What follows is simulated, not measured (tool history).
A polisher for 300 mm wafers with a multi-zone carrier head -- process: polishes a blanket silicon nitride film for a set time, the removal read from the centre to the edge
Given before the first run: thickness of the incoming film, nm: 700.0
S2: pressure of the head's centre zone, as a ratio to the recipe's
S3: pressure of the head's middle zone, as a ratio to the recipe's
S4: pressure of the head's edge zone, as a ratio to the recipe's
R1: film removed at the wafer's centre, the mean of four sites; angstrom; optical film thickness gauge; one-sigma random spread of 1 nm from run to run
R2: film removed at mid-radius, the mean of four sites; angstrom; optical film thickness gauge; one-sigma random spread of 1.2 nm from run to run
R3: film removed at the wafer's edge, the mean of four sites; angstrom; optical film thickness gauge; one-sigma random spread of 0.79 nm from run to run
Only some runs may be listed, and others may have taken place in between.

{"run": 1, "hour": 0.0, "flow of slurry (ml/min)": 145, "S2": 1, "S3": 1, "S4": 1, "polishing time (s)": 53, "R1": 842.17, "R2": 843.49, "R3": 841.06}
{"run": 2, "hour": 6.0, "flow of slurry (ml/min)": 160, "S2": 1.02, "S3": 1, "S4": 1, "polishing time (s)": 53, "R1": 879.59, "R2": 863.13, "R3": 850.1}
{"run": 3, "hour": 11.0, "flow of slurry (ml/min)": 170, "S2": 1.04, "S3": 1, "S4": 1.01, "polishing time (s)": 53, "R1": 892.14, "R2": 854.91, "R3": 852.07}
{"run": 4, "hour": 15.1, "flow of slurry (ml/min)": 190, "S2": 1.04, "S3": 1, "S4": 1.01, "polishing time (s)": 53, "R1": 917.69, "R2": 873.23, "R3": 863.81}
{"run": 5, "hour": 15.8, "flow of slurry (ml/min)": 195, "S2": 1.05, "S3": 1, "S4": 1.01, "polishing time (s)": 53, "R1": 952.22, "R2": 867.82, "R3": 863.21}
{"run": 6, "hour": 19.0, "flow of slurry (ml/min)": 195, "S2": 1.05, "S3": 1, "S4": 1.01, "polishing time (s)": 41, "R1": 717.93, "R2": 685.03, "R3": 667.55}
{"run": 7, "hour": 24.3, "flow of slurry (ml/min)": 195, "S2": 1.07, "S3": 1.01, "S4": 1.03, "polishing time (s)": 44, "R1": 795.95, "R2": 722.95, "R3": 727.75}
{"run": 8, "hour": 33.0, "flow of slurry (ml/min)": 195, "S2": 1.08, "S3": 1.04, "S4": 1.05, "polishing time (s)": 46, "R1": 846.79, "R2": 791.78, "R3": 761.47}

Run 9 has not been measured yet. What should we expect?
{"run": 9, "hour": 35.5, "flow of slurry (ml/min)": 195, "S2": 1.09, "S3": 1.04, "S4": 1.07, "polishing time (s)": 47, "R1": "?", "R2": "?", "R3": "?"}

R1: 849.73 angstrom
R2: 804.03 angstrom
R3: 781.4 angstrom

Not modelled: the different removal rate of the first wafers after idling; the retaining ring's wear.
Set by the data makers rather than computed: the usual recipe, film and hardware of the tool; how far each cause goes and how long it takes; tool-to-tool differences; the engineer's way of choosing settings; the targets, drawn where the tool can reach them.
